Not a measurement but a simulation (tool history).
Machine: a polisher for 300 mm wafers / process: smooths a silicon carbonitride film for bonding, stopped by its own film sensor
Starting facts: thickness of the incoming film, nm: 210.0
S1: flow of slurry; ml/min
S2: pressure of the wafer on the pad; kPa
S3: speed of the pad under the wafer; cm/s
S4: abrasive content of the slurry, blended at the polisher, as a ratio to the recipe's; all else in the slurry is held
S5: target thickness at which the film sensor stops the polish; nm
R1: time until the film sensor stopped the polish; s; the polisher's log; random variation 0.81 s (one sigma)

{"run": 1, "hour": 0.0, "S1": 215, "S2": 19.3, "S3": 112, "S4": 1, "S5": 188, "R1": 64.656}
{"run": 2, "hour": 7.0, "S1": 250, "S2": 19.3, "S3": 112, "S4": 1, "S5": 188, "R1": 63.443}
{"run": 3, "hour": 9.4, "S1": 250, "S2": 19.3, "S3": 112, "S4": 1.15, "S5": 188, "R1": 60.128}
{"run": 4, "hour": 10.1, "S1": 250, "S2": 21.4, "S3": 114, "S4": 1.15, "S5": 188, "R1": 52.899}
{"run": 5, "hour": 14.1, "S1": 250, "S2": 22.8, "S3": 116, "S4": 1.15, "S5": 188, "R1": 48.516}
{"run": 6, "hour": 18.3, "S1": 250, "S2": 23.4, "S3": 116, "S4": 1.15, "S5": 188, "R1": 46.533}
{"run": 7, "hour": 23.2, "S1": 250, "S2": 23.4, "S3": 116, "S4": 1.15, "S5": 188, "R1": 47.554}

Run 8 is up next; what results do you expect?
{"run": 8, "hour": 26.6, "S1": 250, "S2": 24.1, "S3": 116, "S4": 1.15, "S5": 188, "R1": "?"}

R1: 46.507 s

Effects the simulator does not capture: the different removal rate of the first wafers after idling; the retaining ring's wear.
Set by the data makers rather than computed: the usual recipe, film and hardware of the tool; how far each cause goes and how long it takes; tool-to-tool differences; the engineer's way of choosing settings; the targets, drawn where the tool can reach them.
